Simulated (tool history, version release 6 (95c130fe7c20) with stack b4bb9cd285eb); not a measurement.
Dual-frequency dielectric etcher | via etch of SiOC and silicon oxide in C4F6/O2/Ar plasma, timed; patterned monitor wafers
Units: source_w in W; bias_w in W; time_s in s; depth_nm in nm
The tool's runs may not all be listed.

run	hour	source_w	bias_w	time_s	depth_nm
1	0	250	138	48	40.804
2	0.9	260	140	48	41.856
3	6.8	270	141	48	42.747
4	15.3	280	142	48	42.903
5	23.9	290	145	48	44.462
6	24.6	300	146	48	44.795
7	33.2	310	147	48	45.146

Run 8 comes next. What will it give?
8	37.3	320	149	48	?

Run 8 gave depth_nm 45.991 nm.
